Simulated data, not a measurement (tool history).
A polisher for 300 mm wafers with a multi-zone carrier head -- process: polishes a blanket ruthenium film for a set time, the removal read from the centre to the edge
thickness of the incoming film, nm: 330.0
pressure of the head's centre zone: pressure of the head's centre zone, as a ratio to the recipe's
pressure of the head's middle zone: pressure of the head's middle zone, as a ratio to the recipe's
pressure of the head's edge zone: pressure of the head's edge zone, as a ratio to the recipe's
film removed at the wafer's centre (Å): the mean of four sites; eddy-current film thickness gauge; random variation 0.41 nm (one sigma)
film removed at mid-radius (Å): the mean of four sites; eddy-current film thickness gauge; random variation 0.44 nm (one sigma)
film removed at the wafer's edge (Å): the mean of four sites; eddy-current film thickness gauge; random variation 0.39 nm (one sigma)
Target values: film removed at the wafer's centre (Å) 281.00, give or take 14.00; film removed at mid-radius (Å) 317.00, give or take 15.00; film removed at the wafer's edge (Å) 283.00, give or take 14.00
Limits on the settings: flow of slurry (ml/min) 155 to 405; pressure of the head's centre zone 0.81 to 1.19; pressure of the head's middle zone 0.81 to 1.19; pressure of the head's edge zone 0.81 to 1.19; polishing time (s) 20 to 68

run,day,flow of slurry (ml/min),pressure of the head's centre zone,pressure of the head's middle zone,pressure of the head's edge zone,polishing time (s),film removed at the wafer's centre (Å),film removed at mid-radius (Å),film removed at the wafer's edge (Å)
1,0.000,260,1.00,1.00,1.00,44,476.34,490.58,472.32
2,0.362,260,0.98,1.01,0.98,39,391.37,423.84,397.86
3,0.442,260,1.06,1.01,0.98,39,433.11,417.53,415.99
4,0.721,260,1.06,1.04,0.98,39,434.43,439.18,408.79
5,0.779,260,1.04,1.03,0.95,36,392.17,394.94,366.78
6,0.908,260,1.04,1.03,0.99,36,386.15,391.15,387.96
7,1.267,250,0.94,0.97,0.89,27,271.69,279.38,273.19
8,1.546,255,0.94,0.99,0.89,27,270.19,287.20,276.13
9,1.838,260,0.95,1.01,0.89,27,268.91,297.16,265.37
10,1.938,260,0.95,1.02,0.90,27,279.53,294.94,274.78
11,2.129,260,0.94,1.03,0.91,27,264.52,306.23,278.58
12,2.204,265,0.95,1.03,0.91,27,276.15,306.58,272.44
13,2.250,265,0.95,1.03,0.92,27,273.02,306.81,270.15
14,2.292,260,0.95,1.03,0.93,27,275.92,298.36,279.85

Pick the move, out of 4, that brings all results within their allowed miss; only one does.
A,2.333,195,0.98,0.97,1.02,28,?,?,?
B,2.333,225,0.93,1.02,0.88,29,?,?,?
C,2.333,270,1.04,1.01,1.06,25,?,?,?
D,2.333,270,1.01,1.01,0.91,26,?,?,?

move,film removed at the wafer's centre (Å),film removed at mid-radius (Å),film removed at the wafer's edge (Å)
A,280.49,284.41,290.91
B,285.02,312.52,285.01
C,274.78,272.90,272.78
D,279.19,283.91,263.71
A: lands further from the targets than the last run did
B: meets every target
C: lands further from the targets than the last run did
D: lands further from the targets than the last run did
Answer: B
